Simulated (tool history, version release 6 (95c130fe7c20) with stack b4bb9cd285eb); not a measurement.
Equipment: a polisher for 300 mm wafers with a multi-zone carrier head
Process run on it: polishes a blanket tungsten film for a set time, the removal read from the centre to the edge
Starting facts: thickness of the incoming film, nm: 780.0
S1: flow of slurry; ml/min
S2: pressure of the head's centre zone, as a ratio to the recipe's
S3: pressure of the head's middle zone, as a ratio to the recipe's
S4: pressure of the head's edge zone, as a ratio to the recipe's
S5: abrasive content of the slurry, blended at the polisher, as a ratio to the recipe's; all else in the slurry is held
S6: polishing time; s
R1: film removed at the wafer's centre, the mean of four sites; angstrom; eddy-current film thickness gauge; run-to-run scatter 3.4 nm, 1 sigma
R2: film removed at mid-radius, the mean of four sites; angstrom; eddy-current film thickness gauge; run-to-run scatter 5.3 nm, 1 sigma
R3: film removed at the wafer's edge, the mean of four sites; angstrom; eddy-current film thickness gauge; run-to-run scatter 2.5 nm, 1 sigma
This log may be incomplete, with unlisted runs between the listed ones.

{"run": 1, "day": 0.0, "S1": 230, "S2": 1.0, "S3": 1.0, "S4": 1.0, "S5": 1.0, "S6": 34, "R1": 2386.9, "R2": 2383.0, "R3": 2354.4}
{"run": 2, "day": 0.283, "S1": 230, "S2": 1.0, "S3": 1.0, "S4": 1.0, "S5": 1.0, "S6": 25, "R1": 1784.8, "R2": 1777.2, "R3": 1730.4}
{"run": 3, "day": 0.525, "S1": 240, "S2": 1.02, "S3": 1.03, "S4": 1.02, "S5": 1.1, "S6": 27, "R1": 2035.4, "R2": 2010.9, "R3": 1931.9}
{"run": 4, "day": 0.812, "S1": 240, "S2": 1.06, "S3": 1.03, "S4": 1.02, "S5": 1.1, "S6": 27, "R1": 2094.2, "R2": 2035.8, "R3": 1959.9}
{"run": 5, "day": 1.175, "S1": 240, "S2": 1.06, "S3": 1.03, "S4": 1.02, "S5": 0.9, "S6": 27, "R1": 1962.8, "R2": 1878.9, "R3": 1841.6}
{"run": 6, "day": 1.212, "S1": 240, "S2": 1.06, "S3": 1.07, "S4": 1.02, "S5": 0.9, "S6": 27, "R1": 2003.9, "R2": 1965.8, "R3": 1820.0}
{"run": 7, "day": 1.508, "S1": 245, "S2": 1.07, "S3": 1.08, "S4": 1.04, "S5": 1.0, "S6": 29, "R1": 2189.7, "R2": 2134.6, "R3": 2083.8}
{"run": 8, "day": 1.788, "S1": 255, "S2": 1.08, "S3": 1.1, "S4": 1.03, "S5": 1.1, "S6": 31, "R1": 2442.4, "R2": 2442.6, "R3": 2271.7}
{"run": 9, "day": 2.15, "S1": 265, "S2": 1.1, "S3": 1.11, "S4": 1.04, "S5": 1.15, "S6": 32, "R1": 2605.4, "R2": 2547.3, "R3": 2365.0}
{"run": 10, "day": 2.512, "S1": 270, "S2": 1.11, "S3": 1.12, "S4": 1.05, "S5": 1.2, "S6": 33, "R1": 2733.8, "R2": 2754.8, "R3": 2476.4}

Expected results for the next run?
{"run": 11, "day": 2.554, "S1": 270, "S2": 1.11, "S3": 1.12, "S4": 1.05, "S5": 1.2, "S6": 33, "R1": "?", "R2": "?", "R3": "?"}

Logged for run 11: R1 2677.7 angstrom, R2 2690.8 angstrom, R3 2495.1 angstrom.
